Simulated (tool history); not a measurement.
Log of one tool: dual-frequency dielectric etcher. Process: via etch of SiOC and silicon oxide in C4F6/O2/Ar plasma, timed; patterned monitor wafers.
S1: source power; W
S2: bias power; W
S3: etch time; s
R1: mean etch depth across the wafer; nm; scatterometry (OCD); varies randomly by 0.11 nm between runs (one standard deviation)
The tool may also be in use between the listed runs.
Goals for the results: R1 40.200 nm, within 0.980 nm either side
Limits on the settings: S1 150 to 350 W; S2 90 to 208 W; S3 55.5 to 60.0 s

run  hour   S1   S2    S3      R1
  1   0.0  250  149  60.0  49.472
  2   2.1  230  140  59.5  46.319
  3  10.8  210  137  59.5  44.501
  4  16.7  200  135  59.5  43.579
  5  23.3  200  135  60.0  44.099
  6  31.2  190  132  60.0  42.677
  7  35.2  180  131  60.0  42.087
  8  37.0  170  130  60.0  41.258

Pick the move, out of 5, that brings all results within their allowed miss; only one does.
  A  38.8  170  140  56.5   ?
  B  38.8  150  158  57.0   ?
  C  38.8  150  158  57.5   ?
  D  38.8  190  141  58.0   ?
  E  38.8  200  133  57.5   ?

move      R1
   A  40.462
   B  42.092
   C  42.461
   D  42.983
   E  41.908
A: hits every target within its allowed miss
B: further off than the last run
C: further off than the last run
D: further off than the last run
E: further off than the last run
Move A is the one to make.
